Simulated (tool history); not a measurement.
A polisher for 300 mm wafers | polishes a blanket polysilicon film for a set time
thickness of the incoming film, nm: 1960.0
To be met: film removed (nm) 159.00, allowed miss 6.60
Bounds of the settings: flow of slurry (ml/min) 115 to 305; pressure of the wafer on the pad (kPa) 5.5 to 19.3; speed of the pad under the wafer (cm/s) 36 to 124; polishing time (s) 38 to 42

run,hour,flow of slurry (ml/min),pressure of the wafer on the pad (kPa),speed of the pad under the wafer (cm/s),polishing time (s),film removed (nm)
1,0.0,195,12.4,80,42,189.34
2,7.1,195,11.0,80,42,171.59
3,10.3,195,11.0,80,42,174.38
4,19.2,230,11.0,80,42,175.59
5,25.6,230,11.0,80,42,175.59
6,28.1,275,11.0,80,42,181.44
7,32.7,270,10.3,80,42,172.43
# hour 39.0: slurry nozzle cleaned
8,39.0,270,10.3,80,42,177.86

5 next moves are on the table. One of them brings every result within its allowed miss. Which?
A,45.3,245,10.3,72,42,?
B,45.3,255,9.7,100,40,?
C,45.3,270,11.0,80,39,?
D,45.3,260,11.0,78,42,?
E,45.3,305,8.3,114,42,?

move,film removed (nm)
A,155.90
B,193.79
C,170.49
D,178.59
E,207.51
A: meets every target
B: further off than the last run
C: nearer than the last run, and not there yet
D: as far off as the last run
E: further off than the last run
The right move is A.
